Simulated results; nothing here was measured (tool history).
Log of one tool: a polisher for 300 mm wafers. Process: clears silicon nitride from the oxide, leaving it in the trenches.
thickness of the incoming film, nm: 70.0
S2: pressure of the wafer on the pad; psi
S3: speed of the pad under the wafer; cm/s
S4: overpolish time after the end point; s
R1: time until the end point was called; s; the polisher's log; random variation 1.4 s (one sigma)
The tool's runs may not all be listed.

{"run": 1, "hour": 0.0, "flow of slurry (ml/min)": 215, "S2": 1.7, "S3": 96, "S4": 4, "R1": 117.51}
{"run": 2, "hour": 1.0, "flow of slurry (ml/min)": 215, "S2": 1.7, "S3": 82, "S4": 4, "R1": 142.01}
{"run": 3, "hour": 2.2, "flow of slurry (ml/min)": 215, "S2": 2.0, "S3": 86, "S4": 4, "R1": 108.89}
{"run": 4, "hour": 5.4, "flow of slurry (ml/min)": 215, "S2": 2.0, "S3": 62, "S4": 4, "R1": 151.74}
{"run": 5, "hour": 12.8, "flow of slurry (ml/min)": 215, "S2": 2.2, "S3": 70, "S4": 4, "R1": 124.6}
{"run": 6, "hour": 15.9, "flow of slurry (ml/min)": 215, "S2": 2.3, "S3": 78, "S4": 4, "R1": 105.54}
{"run": 7, "hour": 19.8, "flow of slurry (ml/min)": 215, "S2": 2.4, "S3": 84, "S4": 4, "R1": 94.422}
{"run": 8, "hour": 28.7, "flow of slurry (ml/min)": 215, "S2": 2.5, "S3": 88, "S4": 4, "R1": 90.489}
{"run": 9, "hour": 37.1, "flow of slurry (ml/min)": 215, "S2": 2.6, "S3": 94, "S4": 4, "R1": 79.839}

Run 10 comes next. What will it give?
{"run": 10, "hour": 40.1, "flow of slurry (ml/min)": 215, "S2": 2.6, "S3": 96, "S4": 4, "R1": "?"}

{"run 10": {"R1": 76.311}}
